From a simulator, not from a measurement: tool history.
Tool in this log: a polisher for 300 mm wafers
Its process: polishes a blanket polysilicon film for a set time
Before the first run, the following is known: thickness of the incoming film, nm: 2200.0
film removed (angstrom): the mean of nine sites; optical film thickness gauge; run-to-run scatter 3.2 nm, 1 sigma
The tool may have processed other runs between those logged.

run,hour,flow of slurry (ml/min),pressure of the wafer on the pad (psi),speed of the pad under the wafer (m/s),polishing time (s),film removed (angstrom)
1,0.0,120,2.3,1.10,86,6591.4
2,7.0,120,2.3,1.10,86,6637.0
3,13.9,120,2.3,1.10,90,6866.2
4,15.1,115,2.1,1.10,90,6345.0
5,15.9,110,2.0,1.10,90,5883.5
6,21.1,110,2.0,1.26,90,6688.3
7,24.8,105,1.9,1.26,90,6316.3
8,30.9,100,1.8,1.26,90,5933.9
9,31.8,95,1.7,1.26,90,5568.2
10,39.6,90,1.6,1.26,90,5089.7
11,43.9,85,1.6,1.26,90,5034.8

For run 12, what comes out?
12,52.5,75,1.4,1.26,90,?

film removed (angstrom): 4232.8
